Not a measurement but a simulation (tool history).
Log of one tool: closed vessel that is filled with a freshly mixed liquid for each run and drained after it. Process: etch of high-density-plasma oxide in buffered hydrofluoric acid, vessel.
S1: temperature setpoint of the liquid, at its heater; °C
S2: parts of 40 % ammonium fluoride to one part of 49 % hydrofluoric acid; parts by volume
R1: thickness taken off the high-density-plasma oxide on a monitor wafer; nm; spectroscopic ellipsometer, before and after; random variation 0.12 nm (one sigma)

Run 1, hour 0.0: S1 23.0 °C, S2 18.0 parts by volume, time in the liquid (s) 35. Result: R1 31.321 nm.
Run 2, hour 1.9: S1 20.5 °C, S2 18.0 parts by volume, time in the liquid (s) 35. Result: R1 27.364 nm.
Run 3, hour 7.6: S1 20.5 °C, S2 18.0 parts by volume, time in the liquid (s) 35. Result: R1 27.185 nm.
Run 4, hour 12.1: S1 19.5 °C, S2 19.5 parts by volume, time in the liquid (s) 35. Result: R1 23.743 nm.
Run 5, hour 19.2: S1 18.5 °C, S2 20.5 parts by volume, time in the liquid (s) 35. Result: R1 21.767 nm.
Run 6, hour 25.0: S1 18.5 °C, S2 20.5 parts by volume, time in the liquid (s) 35. Result: R1 22.083 nm.
Run 7, hour 33.9: S1 18.0 °C, S2 21.5 parts by volume, time in the liquid (s) 35. Result: R1 20.393 nm.

Forecast run 8:
Run 8, hour 39.5: S1 17.5 °C, S2 22.5 parts by volume, time in the liquid (s) 35. Result: R1 ?.

R1: 19.448 nm

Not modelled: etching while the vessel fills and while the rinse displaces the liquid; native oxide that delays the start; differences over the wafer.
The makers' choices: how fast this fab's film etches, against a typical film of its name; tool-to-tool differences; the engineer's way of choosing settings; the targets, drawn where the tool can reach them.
